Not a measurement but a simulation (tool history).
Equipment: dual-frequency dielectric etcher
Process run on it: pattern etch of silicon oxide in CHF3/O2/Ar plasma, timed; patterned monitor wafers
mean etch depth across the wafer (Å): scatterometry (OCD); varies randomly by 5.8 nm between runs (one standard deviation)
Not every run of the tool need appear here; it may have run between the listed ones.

run,hour,source power (W),bias power (W),etch time (s),mean etch depth across the wafer (Å)
1,0.0,690,134,639.5,12244
2,3.7,660,131,639.5,11993
3,8.5,740,131,639.5,12258
4,16.8,710,125,639.5,11930
5,23.7,770,125,639.5,12184
6,28.6,740,120,639.5,11681
7,29.4,720,118,639.5,11605

The next listed run, before its measurement:
8,30.4,700,116,639.5,?

For run 8 the tool returned mean etch depth across the wafer (Å) 11428.
